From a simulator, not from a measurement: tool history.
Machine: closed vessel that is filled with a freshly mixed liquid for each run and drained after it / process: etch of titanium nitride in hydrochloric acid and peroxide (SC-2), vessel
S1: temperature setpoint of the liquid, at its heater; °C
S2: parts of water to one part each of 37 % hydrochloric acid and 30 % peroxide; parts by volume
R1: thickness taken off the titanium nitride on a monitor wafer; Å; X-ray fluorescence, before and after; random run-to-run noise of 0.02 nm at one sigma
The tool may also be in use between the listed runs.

Run 1, day 0: S1 53 °C, S2 11 parts by volume, time in the liquid (s) 30. Result: R1 11.871 Å.
Run 2, day 0.129: S1 54 °C, S2 11 parts by volume, time in the liquid (s) 30. Result: R1 12.525 Å.
Run 3, day 0.246: S1 54 °C, S2 14.5 parts by volume, time in the liquid (s) 30. Result: R1 10.067 Å.
Run 4, day 0.321: S1 55.5 °C, S2 14.5 parts by volume, time in the liquid (s) 30. Result: R1 11.19 Å.
Run 5, day 0.646: S1 55.5 °C, S2 12 parts by volume, time in the liquid (s) 30. Result: R1 13.091 Å.
Run 6, day 0.946: S1 52 °C, S2 12 parts by volume, time in the liquid (s) 30. Result: R1 10.338 Å.

What will run 7 give?
Run 7, day 1.108: S1 53.5 °C, S2 12 parts by volume, time in the liquid (s) 30. Result: R1 ?.

Run 7 measured R1 11.285 Å.
